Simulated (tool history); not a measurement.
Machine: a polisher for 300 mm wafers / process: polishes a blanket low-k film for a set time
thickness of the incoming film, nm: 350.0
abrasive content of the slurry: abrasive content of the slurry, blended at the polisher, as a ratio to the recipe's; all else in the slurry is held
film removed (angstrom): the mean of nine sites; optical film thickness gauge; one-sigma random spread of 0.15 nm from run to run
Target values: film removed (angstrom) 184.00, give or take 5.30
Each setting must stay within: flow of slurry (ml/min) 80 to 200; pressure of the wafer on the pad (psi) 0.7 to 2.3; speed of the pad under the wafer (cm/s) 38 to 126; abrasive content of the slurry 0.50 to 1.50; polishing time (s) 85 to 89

run  hour  flow of slurry (ml/min)  pressure of the wafer on the pad (psi)  speed of the pad under the wafer (cm/s)  abrasive content of the slurry  polishing time (s)  film removed (angstrom)
  1   0.0                      130                                     1.5                                       82                            1.00                  85                   253.97
  2   8.9                      125                                     1.5                                       82                            1.00                  85                   249.61
  3  11.8                      125                                     1.5                                       82                            1.20                  85                   262.93
  4  12.6                      120                                     1.4                                       82                            1.20                  85                   245.86
  5  15.2                      120                                     1.4                                       82                            1.20                  89                   259.32
  6  23.5                      145                                     1.4                                       82                            1.20                  89                   267.08
  7  24.9                      145                                     1.3                                       82                            1.20                  89                   251.23
  8  30.9                      140                                     1.3                                       82                            1.20                  89                   248.18
  9  33.6                      130                                     1.1                                       82                            1.20                  89                   206.78
 10  34.5                      125                                     1.1                                       82                            1.20                  89                   206.06
 11  36.7                      105                                     0.9                                       82                            1.20                  89                   165.39
 12  44.1                      110                                     0.9                                       82                            1.20                  89                   164.62
 13  49.1                      115                                     0.9                                       82                            1.20                  89                   166.53
 14  55.9                      120                                     0.9                                       82                            1.20                  89                   165.86
 15  59.7                      140                                     1.0                                       82                            1.20                  89                   192.21

Consider the 5 candidate settings below. Which is the only one whose results all fall within their allowed miss of target?
  A  63.5                      130                                     0.9                                       80                            1.30                  89                        ?
  B  63.5                      150                                     1.0                                       86                            1.10                  89                        ?
  C  63.5                      125                                     1.1                                       88                            1.25                  85                        ?
  D  63.5                      165                                     0.9                                       92                            1.25                  89                        ?
  E  63.5                      145                                     1.0                                       80                            1.10                  89                        ?

move  film removed (angstrom)
   A                   170.60
   B                   194.63
   C                   208.48
   D                   197.15
   E                   182.52
A: carries the result that was furthest off beyond its target, to the other side
B: the biggest miss grows against the last run
C: the biggest miss grows against the last run
D: the biggest miss grows against the last run
E: all results in spec
The right move is E.

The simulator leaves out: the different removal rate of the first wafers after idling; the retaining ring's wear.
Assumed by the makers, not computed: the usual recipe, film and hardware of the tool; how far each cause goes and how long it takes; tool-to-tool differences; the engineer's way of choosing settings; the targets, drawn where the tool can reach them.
